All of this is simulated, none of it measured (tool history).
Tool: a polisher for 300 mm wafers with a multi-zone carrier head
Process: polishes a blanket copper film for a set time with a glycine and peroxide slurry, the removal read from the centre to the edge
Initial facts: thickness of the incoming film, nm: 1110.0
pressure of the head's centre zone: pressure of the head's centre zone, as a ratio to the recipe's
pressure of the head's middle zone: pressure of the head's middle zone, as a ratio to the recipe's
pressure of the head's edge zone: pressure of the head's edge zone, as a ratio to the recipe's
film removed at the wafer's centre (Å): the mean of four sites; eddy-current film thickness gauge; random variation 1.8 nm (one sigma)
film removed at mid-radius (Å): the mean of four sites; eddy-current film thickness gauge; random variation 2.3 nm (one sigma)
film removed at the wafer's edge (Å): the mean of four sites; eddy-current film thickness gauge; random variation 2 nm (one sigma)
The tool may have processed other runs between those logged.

run  hour  flow of slurry (ml/min)  pressure of the head's centre zone  pressure of the head's middle zone  pressure of the head's edge zone  polishing time (s)  film removed at the wafer's centre (Å)  film removed at mid-radius (Å)  film removed at the wafer's edge (Å)
  1   0.0                      120                                1.00                                1.00                              1.00                  79                                  2794.1                          2852.6                                2822.2
  2   1.8                       95                                1.00                                1.00                              1.00                  79                                  2617.0                          2630.4                                2784.9
  3  10.3                      100                                0.99                                1.01                              0.98                  73                                  2442.0                          2546.4                                2551.9
  4  18.3                      105                                0.98                                1.01                              0.96                  69                                  2278.0                          2442.2                                2376.2
  5  26.1                      105                                0.93                                1.01                              0.96                  69                                  2200.3                          2453.5                                2352.4
  6  30.3                      110                                0.92                                1.01                              0.94                  66                                  2039.0                          2324.6                                2274.3
  7  35.4                      115                                0.93                                1.02                              0.93                  63                                  2029.3                          2311.8                                2199.1
  8  36.9                      115                                0.94                                1.03                              0.91                  60                                  1942.6                          2155.1                                2102.3
  9  38.4                      125                                0.94                                1.05                              0.89                  57                                  1848.9                          2141.3                                1950.0
 10  43.2                      125                                0.94                                1.06                              0.88                  56                                  1833.6                          2179.6                                1957.6
 11  45.9                      125                                0.95                                1.07                              0.87                  55                                  1839.4                          2101.4                                1863.4

What does the tool deliver on the next run?
 12  47.1                      120                                0.95                                1.08                              0.86                  55                                       ?                               ?                                     ?

{"run 12": {"film removed at the wafer's centre (Å)": 1827.0, "film removed at mid-radius (Å)": 2080.0, "film removed at the wafer's edge (Å)": 1888.8}}

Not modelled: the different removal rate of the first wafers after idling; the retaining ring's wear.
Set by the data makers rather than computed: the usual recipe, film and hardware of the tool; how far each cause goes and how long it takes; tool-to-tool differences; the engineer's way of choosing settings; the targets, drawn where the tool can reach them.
